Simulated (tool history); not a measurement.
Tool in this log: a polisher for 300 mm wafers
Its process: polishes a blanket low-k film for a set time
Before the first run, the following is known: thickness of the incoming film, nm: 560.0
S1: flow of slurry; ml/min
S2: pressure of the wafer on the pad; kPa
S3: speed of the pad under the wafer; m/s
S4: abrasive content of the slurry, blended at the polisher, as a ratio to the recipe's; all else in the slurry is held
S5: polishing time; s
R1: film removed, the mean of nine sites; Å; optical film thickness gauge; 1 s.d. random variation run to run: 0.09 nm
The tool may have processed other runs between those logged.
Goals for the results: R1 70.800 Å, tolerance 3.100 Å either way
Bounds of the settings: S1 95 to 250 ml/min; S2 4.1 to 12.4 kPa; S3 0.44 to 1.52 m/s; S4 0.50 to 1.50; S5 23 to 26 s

run	day	S1	S2	S3	S4	S5	R1
1	0.000	160	8.3	0.98	1.00	26	55.362
2	0.329	160	9.0	0.98	1.00	26	60.424
3	0.679	160	9.0	0.98	1.10	26	61.183
4	0.775	160	9.0	0.98	1.10	23	54.909
5	1.071	160	8.3	0.98	1.10	23	49.550
6	1.379	160	8.3	0.98	1.10	26	57.234
7	1.621	160	9.0	0.98	1.10	26	61.716
8	1.892	160	9.0	0.98	1.10	26	60.658
9	2.267	160	9.7	0.98	1.10	26	66.808

5 candidate next runs follow, results not yet known. Just one meets every target within its allowed miss. Identify it.
A	2.642	175	9.0	1.00	1.15	26	?
B	2.642	180	12.4	0.86	0.95	25	?
C	2.642	195	10.3	0.92	1.20	23	?
D	2.642	155	11.0	0.96	1.45	25	?
E	2.642	200	10.3	0.84	1.30	24	?

move	R1
A	64.364
B	71.829
C	62.906
D	76.655
E	62.597
A: the biggest miss grows against the last run
B: all results land within tolerance of their targets
C: the biggest miss grows against the last run
D: pushes the last run's worst result past its target
E: the biggest miss grows against the last run
Move B is the one to make.
